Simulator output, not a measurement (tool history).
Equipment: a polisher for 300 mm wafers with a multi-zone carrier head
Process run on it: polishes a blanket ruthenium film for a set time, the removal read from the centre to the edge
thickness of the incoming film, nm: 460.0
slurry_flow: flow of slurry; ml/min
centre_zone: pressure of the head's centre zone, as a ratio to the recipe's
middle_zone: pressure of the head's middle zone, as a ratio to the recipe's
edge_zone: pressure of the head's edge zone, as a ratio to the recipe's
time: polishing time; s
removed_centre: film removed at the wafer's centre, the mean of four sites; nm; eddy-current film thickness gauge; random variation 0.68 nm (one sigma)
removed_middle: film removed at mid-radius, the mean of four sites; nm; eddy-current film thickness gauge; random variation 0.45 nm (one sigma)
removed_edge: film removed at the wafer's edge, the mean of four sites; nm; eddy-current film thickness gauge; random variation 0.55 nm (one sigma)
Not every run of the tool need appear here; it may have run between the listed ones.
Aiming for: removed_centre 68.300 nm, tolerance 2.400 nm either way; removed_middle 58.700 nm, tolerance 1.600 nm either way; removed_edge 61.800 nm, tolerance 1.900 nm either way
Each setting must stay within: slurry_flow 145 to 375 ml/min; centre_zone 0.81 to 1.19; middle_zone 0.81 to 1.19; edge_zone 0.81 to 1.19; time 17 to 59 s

Run 1, day 0.000: slurry_flow 240 ml/min, centre_zone 1.00, middle_zone 1.00, edge_zone 1.00, time 38 s. Result: removed_centre 47.683 nm, removed_middle 48.001 nm, removed_edge 49.602 nm.
Run 2, day 0.250: slurry_flow 255 ml/min, centre_zone 1.05, middle_zone 1.01, edge_zone 1.04, time 39 s. Result: removed_centre 51.324 nm, removed_middle 50.117 nm, removed_edge 51.504 nm.
Run 3, day 0.421: slurry_flow 265 ml/min, centre_zone 1.08, middle_zone 1.01, edge_zone 1.06, time 41 s. Result: removed_centre 55.478 nm, removed_middle 53.174 nm, removed_edge 56.255 nm.
Run 4, day 0.658: slurry_flow 265 ml/min, centre_zone 1.08, middle_zone 1.01, edge_zone 1.06, time 33 s. Result: removed_centre 44.388 nm, removed_middle 43.054 nm, removed_edge 44.901 nm.
Run 5, day 0.704: slurry_flow 245 ml/min, centre_zone 1.08, middle_zone 1.01, edge_zone 1.06, time 33 s. Result: removed_centre 44.465 nm, removed_middle 42.289 nm, removed_edge 44.319 nm.
Run 6, day 1.046: slurry_flow 240 ml/min, centre_zone 1.11, middle_zone 1.01, edge_zone 1.06, time 36 s. Result: removed_centre 48.825 nm, removed_middle 46.326 nm, removed_edge 48.429 nm.
Run 7, day 1.208: slurry_flow 260 ml/min, centre_zone 1.13, middle_zone 1.00, edge_zone 1.04, time 38 s. Result: removed_centre 54.044 nm, removed_middle 48.622 nm, removed_edge 50.719 nm.
Run 8, day 1.317: slurry_flow 275 ml/min, centre_zone 1.15, middle_zone 1.00, edge_zone 1.05, time 40 s. Result: removed_centre 57.602 nm, removed_middle 52.063 nm, removed_edge 54.038 nm.

Exactly one of the 5 candidate moves below puts every result within its allowed miss. Which one?
Run A, day 1.425: slurry_flow 270 ml/min, centre_zone 1.15, middle_zone 1.14, edge_zone 0.98, time 44 s. Result: removed_centre ?, removed_middle ?, removed_edge ?.
Run B, day 1.425: slurry_flow 325 ml/min, centre_zone 1.19, middle_zone 1.11, edge_zone 0.96, time 44 s. Result: removed_centre ?, removed_middle ?, removed_edge ?.
Run C, day 1.425: slurry_flow 265 ml/min, centre_zone 1.14, middle_zone 0.90, edge_zone 1.11, time 42 s. Result: removed_centre ?, removed_middle ?, removed_edge ?.
Run D, day 1.425: slurry_flow 310 ml/min, centre_zone 1.18, middle_zone 0.99, edge_zone 1.05, time 45 s. Result: removed_centre ?, removed_middle ?, removed_edge ?.
Run E, day 1.425: slurry_flow 305 ml/min, centre_zone 1.18, middle_zone 1.06, edge_zone 1.05, time 45 s. Result: removed_centre ?, removed_middle ?, removed_edge ?.

move  removed_centre  removed_middle  removed_edge
   A          63.559          63.870        56.794
   B          67.193          63.635        57.096
   C          59.892          49.802        57.768
   D          67.740          58.774        60.890
   E          67.652          62.176        60.757
A: closes in on the targets versus the last run, not all within tolerance yet
B: the furthest-off result lands on target, but another misses its tolerance
C: moves away from the targets compared with the last run
D: each result inside its tolerance
E: the furthest-off result lands on target, but another misses its tolerance
D meets every target.
